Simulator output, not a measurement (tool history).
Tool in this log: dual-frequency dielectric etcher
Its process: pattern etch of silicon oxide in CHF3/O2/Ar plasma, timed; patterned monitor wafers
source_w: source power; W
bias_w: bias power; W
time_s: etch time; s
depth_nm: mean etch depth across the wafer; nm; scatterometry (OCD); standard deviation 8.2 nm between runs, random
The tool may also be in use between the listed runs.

| run | day | source_w | bias_w | time_s | depth_nm |
|---|---|---|---|---|---|
| 1 | 0.000 | 610 | 236 | 805 | 1538.4 |
| 2 | 0.038 | 610 | 236 | 840 | 1585.6 |
| 3 | 0.229 | 690 | 236 | 840 | 1667.9 |
| 4 | 0.412 | 690 | 236 | 840 | 1656.3 |
| 5 | 0.712 | 690 | 236 | 805 | 1601.4 |
| 6 | 0.979 | 650 | 229 | 805 | 1562.0 |
| 7 | 1.021 | 610 | 217 | 805 | 1499.8 |
| 8 | 1.154 | 580 | 209 | 805 | 1464.4 |
| 9 | 1.346 | 550 | 202 | 805 | 1434.1 |
| 10 | 1.442 | 530 | 196 | 805 | 1416.4 |
| 11 | 1.771 | 530 | 196 | 805 | 1414.9 |
| 12 | 2.104 | 510 | 190 | 805 | 1383.9 |
| 13 | 2.200 | 490 | 186 | 805 | 1358.0 |
| 14 | 2.371 | 490 | 186 | 805 | 1361.0 |

Run 15 is up next; what results do you expect?
| 15 | 2.738 | 480 | 183 | 805 | ? |

{"run 15": {"depth_nm": 1345.2}}
